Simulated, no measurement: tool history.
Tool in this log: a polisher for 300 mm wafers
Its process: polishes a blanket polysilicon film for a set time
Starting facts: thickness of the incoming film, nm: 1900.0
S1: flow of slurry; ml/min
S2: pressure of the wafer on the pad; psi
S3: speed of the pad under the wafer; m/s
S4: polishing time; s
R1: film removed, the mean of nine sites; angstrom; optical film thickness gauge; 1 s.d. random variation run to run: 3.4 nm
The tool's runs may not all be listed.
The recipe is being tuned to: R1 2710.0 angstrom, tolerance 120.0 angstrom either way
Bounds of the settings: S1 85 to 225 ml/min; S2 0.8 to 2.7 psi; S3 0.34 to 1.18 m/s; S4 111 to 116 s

run  hour   S1   S2    S3   S4      R1
  1   0.0  145  1.7  0.76  111  3573.9
  2   8.9  130  1.7  0.76  111  3624.4
  3  17.2  130  1.6  0.76  111  3374.5
  4  18.6  130  1.5  0.76  111  3186.9
  5  20.7  130  1.7  0.76  111  3597.8
  6  29.4  130  1.6  0.76  111  3358.8
  7  30.2  130  1.5  0.76  111  3265.0
  8  36.5  130  1.4  0.76  111  3012.6
     44.5  -- head pressure recalibrated
  9  44.5  130  1.3  0.76  111  3133.9
 10  53.0  130  1.2  0.76  111  2894.9

Pick the move, out of 5, that brings all results within their allowed miss; only one does.
  A  61.5  170  0.9  0.98  116   ?
  B  61.5  170  1.2  0.78  116   ?
  C  61.5  105  1.4  0.64  111   ?
  D  61.5  130  1.2  0.80  116   ?
  E  61.5  120  1.0  0.92  114   ?

move      R1
   A  3099.8
   B  3186.8
   C  2713.2
   D  3157.6
   E  2998.9
A: lands further from the targets than the last run did
B: lands further from the targets than the last run did
C: meets every target
D: lands further from the targets than the last run did
E: lands further from the targets than the last run did
Go with C: it meets all targets.
